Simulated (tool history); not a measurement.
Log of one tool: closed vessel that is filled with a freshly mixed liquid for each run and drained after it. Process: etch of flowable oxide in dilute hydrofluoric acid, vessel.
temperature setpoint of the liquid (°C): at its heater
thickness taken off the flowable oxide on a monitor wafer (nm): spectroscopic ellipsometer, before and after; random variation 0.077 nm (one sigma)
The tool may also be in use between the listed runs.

| run | hour | temperature setpoint of the liquid (°C) | parts of water to one part of 49 % hydrofluoric acid (parts by volume) | time in the liquid (s) | thickness taken off the flowable oxide on a monitor wafer (nm) |
|---|---|---|---|---|---|
| 1 | 0.0 | 20.0 | 130 | 95 | 20.786 |
| 2 | 9.2 | 17.5 | 130 | 95 | 18.936 |
| 3 | 12.2 | 17.5 | 130 | 100 | 19.935 |
| 4 | 18.1 | 17.5 | 135 | 100 | 19.079 |
| 5 | 25.6 | 17.5 | 140 | 100 | 18.388 |
| 6 | 33.3 | 17.5 | 100 | 100 | 26.575 |

Forecast run 7:
| 7 | 38.4 | 17.5 | 110 | 100 | ? |

thickness taken off the flowable oxide on a monitor wafer (nm): 23.717
